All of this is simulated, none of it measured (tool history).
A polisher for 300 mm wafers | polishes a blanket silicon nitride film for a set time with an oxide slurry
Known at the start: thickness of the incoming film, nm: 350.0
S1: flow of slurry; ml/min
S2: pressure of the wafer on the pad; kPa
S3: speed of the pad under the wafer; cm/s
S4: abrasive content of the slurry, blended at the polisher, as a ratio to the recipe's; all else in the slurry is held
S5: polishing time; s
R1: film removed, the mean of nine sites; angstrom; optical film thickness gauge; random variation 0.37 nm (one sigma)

run,hour,S1,S2,S3,S4,S5,R1
1,0,270,29,98,1,49,330.67
2,1,270,31.7,98,1,49,352.68
3,4.1,270,31.7,98,1.1,49,370.82
4,12.7,270,31.7,98,1,49,355.82
5,13.8,270,31.7,98,1,49,352.47
6,14.3,270,33.8,98,1,49,369.32
7,15.8,270,35.9,98,1,49,389.97

Forecast run 8:
8,23.8,270,37.2,98,1,49,?

R1: 401.48 angstrom

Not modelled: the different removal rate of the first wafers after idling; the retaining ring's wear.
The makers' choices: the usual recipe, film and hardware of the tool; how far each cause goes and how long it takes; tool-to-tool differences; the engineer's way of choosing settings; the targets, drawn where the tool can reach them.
